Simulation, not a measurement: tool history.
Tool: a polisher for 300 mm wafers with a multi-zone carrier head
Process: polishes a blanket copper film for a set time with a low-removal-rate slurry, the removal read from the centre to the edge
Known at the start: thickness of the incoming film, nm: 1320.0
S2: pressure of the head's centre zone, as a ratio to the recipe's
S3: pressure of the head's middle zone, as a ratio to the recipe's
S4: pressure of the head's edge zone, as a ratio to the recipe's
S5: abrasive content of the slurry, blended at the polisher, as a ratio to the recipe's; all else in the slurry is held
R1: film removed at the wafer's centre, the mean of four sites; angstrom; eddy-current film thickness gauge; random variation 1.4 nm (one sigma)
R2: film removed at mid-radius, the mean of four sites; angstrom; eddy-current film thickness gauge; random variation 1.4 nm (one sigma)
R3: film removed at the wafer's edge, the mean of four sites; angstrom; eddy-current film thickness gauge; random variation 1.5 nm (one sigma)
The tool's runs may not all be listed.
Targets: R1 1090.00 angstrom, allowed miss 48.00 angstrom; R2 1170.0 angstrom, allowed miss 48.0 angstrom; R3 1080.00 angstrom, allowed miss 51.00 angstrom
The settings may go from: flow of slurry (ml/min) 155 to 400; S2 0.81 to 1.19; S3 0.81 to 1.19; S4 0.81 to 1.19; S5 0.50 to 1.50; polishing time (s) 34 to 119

Run 1, hour 0.0: flow of slurry (ml/min) 255, S2 1.00, S3 1.00, S4 1.00, S5 1.00, polishing time (s) 76. Result: R1 2213.60 angstrom, R2 2186.5 angstrom, R3 2231.90 angstrom.
Run 2, hour 5.5: flow of slurry (ml/min) 255, S2 0.92, S3 1.00, S4 1.00, S5 1.00, polishing time (s) 76. Result: R1 2010.80 angstrom, R2 2300.4 angstrom, R3 2216.70 angstrom.
Run 3, hour 11.0: flow of slurry (ml/min) 255, S2 0.92, S3 1.00, S4 1.00, S5 1.10, polishing time (s) 76. Result: R1 2069.50 angstrom, R2 2250.7 angstrom, R3 2311.60 angstrom.
Run 4, hour 19.9: flow of slurry (ml/min) 255, S2 0.92, S3 1.00, S4 1.00, S5 1.10, polishing time (s) 85. Result: R1 2317.20 angstrom, R2 2584.6 angstrom, R3 2533.00 angstrom.
Run 5, hour 27.4: flow of slurry (ml/min) 245, S2 0.93, S3 1.00, S4 0.96, S5 1.00, polishing time (s) 75. Result: R1 2077.40 angstrom, R2 2209.6 angstrom, R3 2147.90 angstrom.
Run 6, hour 30.1: flow of slurry (ml/min) 235, S2 0.92, S3 0.99, S4 0.94, S5 0.90, polishing time (s) 67. Result: R1 1759.10 angstrom, R2 1915.3 angstrom, R3 1814.00 angstrom.
Run 7, hour 33.4: flow of slurry (ml/min) 230, S2 0.91, S3 0.97, S4 0.92, S5 0.80, polishing time (s) 62. Result: R1 1534.60 angstrom, R2 1672.6 angstrom, R3 1658.80 angstrom.
Run 8, hour 38.7: flow of slurry (ml/min) 225, S2 0.91, S3 0.98, S4 0.90, S5 0.75, polishing time (s) 58. Result: R1 1377.10 angstrom, R2 1551.8 angstrom, R3 1479.30 angstrom.
Run 9, hour 44.4: flow of slurry (ml/min) 220, S2 0.92, S3 0.98, S4 0.88, S5 0.70, polishing time (s) 56. Result: R1 1333.60 angstrom, R2 1453.6 angstrom, R3 1393.70 angstrom.
Run 10, hour 46.5: flow of slurry (ml/min) 215, S2 0.92, S3 0.98, S4 0.87, S5 0.65, polishing time (s) 54. Result: R1 1288.40 angstrom, R2 1350.7 angstrom, R3 1320.10 angstrom.
Run 11, hour 53.1: flow of slurry (ml/min) 215, S2 0.92, S3 0.99, S4 0.86, S5 0.60, polishing time (s) 53. Result: R1 1223.50 angstrom, R2 1337.3 angstrom, R3 1261.60 angstrom.
Run 12, hour 59.3: flow of slurry (ml/min) 210, S2 0.92, S3 0.99, S4 0.85, S5 0.60, polishing time (s) 52. Result: R1 1170.00 angstrom, R2 1309.1 angstrom, R3 1225.30 angstrom.
Run 13, hour 60.5: flow of slurry (ml/min) 205, S2 0.93, S3 0.99, S4 0.84, S5 0.60, polishing time (s) 51. Result: R1 1152.50 angstrom, R2 1236.4 angstrom, R3 1201.40 angstrom.
Run 14, hour 62.8: flow of slurry (ml/min) 230, S2 0.97, S3 1.06, S4 0.81, S5 0.50, polishing time (s) 44. Result: R1 1010.20 angstrom, R2 1091.7 angstrom, R3 984.99 angstrom.

Which of these 5 next moves meets every target?
Run A, hour 65.1: flow of slurry (ml/min) 180, S2 0.96, S3 1.02, S4 0.82, S5 0.50, polishing time (s) 49. Result: R1 ?, R2 ?, R3 ?.
Run B, hour 65.1: flow of slurry (ml/min) 275, S2 0.99, S3 1.19, S4 0.81, S5 0.50, polishing time (s) 39. Result: R1 ?, R2 ?, R3 ?.
Run C, hour 65.1: flow of slurry (ml/min) 165, S2 0.94, S3 0.92, S4 0.92, S5 0.50, polishing time (s) 47. Result: R1 ?, R2 ?, R3 ?.
Run D, hour 65.1: flow of slurry (ml/min) 200, S2 0.98, S3 1.17, S4 0.81, S5 0.50, polishing time (s) 42. Result: R1 ?, R2 ?, R3 ?.
Run E, hour 65.1: flow of slurry (ml/min) 255, S2 1.09, S3 1.10, S4 0.81, S5 0.50, polishing time (s) 42. Result: R1 ?, R2 ?, R3 ?.

move       R1      R2       R3
   A  1078.80  1179.2  1077.90
   B   951.57  1140.6   893.51
   C   992.54  1019.1  1063.60
   D   965.33  1158.1   931.09
   E  1117.10  1136.9   956.82
A: meets every target
B: further off than the last run
C: brings the result that was furthest off to its target, and leaves another outside
D: further off than the last run
E: further off than the last run
The right move is A.
